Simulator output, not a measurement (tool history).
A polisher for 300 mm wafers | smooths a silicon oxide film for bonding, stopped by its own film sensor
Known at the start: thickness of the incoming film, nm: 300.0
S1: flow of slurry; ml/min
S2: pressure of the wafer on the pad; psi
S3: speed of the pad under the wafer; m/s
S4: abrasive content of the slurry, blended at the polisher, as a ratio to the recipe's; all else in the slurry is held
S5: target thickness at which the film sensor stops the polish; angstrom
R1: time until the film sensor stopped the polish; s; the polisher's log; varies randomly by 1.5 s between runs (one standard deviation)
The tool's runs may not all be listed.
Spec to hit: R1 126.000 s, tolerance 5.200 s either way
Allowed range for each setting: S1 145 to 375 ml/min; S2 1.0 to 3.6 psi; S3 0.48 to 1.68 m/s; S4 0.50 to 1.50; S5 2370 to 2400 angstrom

run	hour	S1	S2	S3	S4	S5	R1
1	0.0	240	2.3	1.08	1.00	2400	81.227
2	2.7	240	2.3	1.08	1.15	2400	76.419
3	5.6	240	2.1	1.08	1.15	2400	85.692
4	12.0	240	2.1	1.08	1.15	2400	84.014
5	17.4	240	2.0	1.08	1.15	2400	88.242
6	25.2	240	2.0	1.08	0.95	2400	95.931
7	25.9	240	1.9	1.08	0.95	2400	101.580
8	34.3	240	1.8	1.08	0.95	2400	105.850
9	41.9	240	1.8	1.08	0.95	2400	104.010
10	42.8	240	1.3	1.06	0.95	2400	146.750
11	48.4	240	1.4	1.06	0.95	2400	133.670

Of the 4 settings listed for the next run, only one would bring every result within its allowed miss of target. Which one?
A	54.0	225	1.6	1.12	1.00	2400	?
B	54.0	265	1.5	1.30	0.80	2370	?
C	54.0	265	1.6	1.10	0.95	2400	?
D	54.0	205	1.5	0.96	0.95	2380	?

move	R1
A	111.450
B	123.330
C	113.610
D	140.410
A: pushes the last run's worst result past its target
B: every result lands within tolerance
C: pushes the last run's worst result past its target
D: the biggest miss grows against the last run
So the answer is move B, the one that meets all the targets.

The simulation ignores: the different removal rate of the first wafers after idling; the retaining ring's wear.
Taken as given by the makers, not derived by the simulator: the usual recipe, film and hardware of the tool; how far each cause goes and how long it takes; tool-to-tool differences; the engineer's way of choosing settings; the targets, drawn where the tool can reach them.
